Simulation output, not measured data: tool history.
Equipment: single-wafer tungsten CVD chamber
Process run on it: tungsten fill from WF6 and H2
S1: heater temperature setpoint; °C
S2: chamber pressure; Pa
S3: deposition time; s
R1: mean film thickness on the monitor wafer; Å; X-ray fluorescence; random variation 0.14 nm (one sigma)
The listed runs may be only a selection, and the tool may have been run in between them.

{"run": 1, "hour": 0.0, "S1": 390, "S2": 5986, "S3": 12.7, "R1": 386.44}
{"run": 2, "hour": 1.0, "S1": 398, "S2": 5986, "S3": 12.7, "R1": 440.93}
{"run": 3, "hour": 3.1, "S1": 408, "S2": 5986, "S3": 12.7, "R1": 515.52}
{"run": 4, "hour": 5.6, "S1": 408, "S2": 5986, "S3": 12.7, "R1": 517.82}
{"run": 5, "hour": 13.4, "S1": 408, "S2": 5986, "S3": 12.0, "R1": 490.35}
{"run": 6, "hour": 16.4, "S1": 414, "S2": 5986, "S3": 12.0, "R1": 537.03}
{"run": 7, "hour": 18.3, "S1": 410, "S2": 5973, "S3": 12.0, "R1": 508.66}
{"run": 8, "hour": 26.1, "S1": 410, "S2": 5973, "S3": 12.0, "R1": 502.75}
{"run": 9, "hour": 28.1, "S1": 406, "S2": 5959, "S3": 12.0, "R1": 478.71}
{"run": 10, "hour": 33.5, "S1": 394, "S2": 5800, "S3": 12.0, "R1": 387.18}

Predict the results of run 11:
{"run": 11, "hour": 35.0, "S1": 382, "S2": 5733, "S3": 12.0, "R1": "?"}

R1: 310.94 Å

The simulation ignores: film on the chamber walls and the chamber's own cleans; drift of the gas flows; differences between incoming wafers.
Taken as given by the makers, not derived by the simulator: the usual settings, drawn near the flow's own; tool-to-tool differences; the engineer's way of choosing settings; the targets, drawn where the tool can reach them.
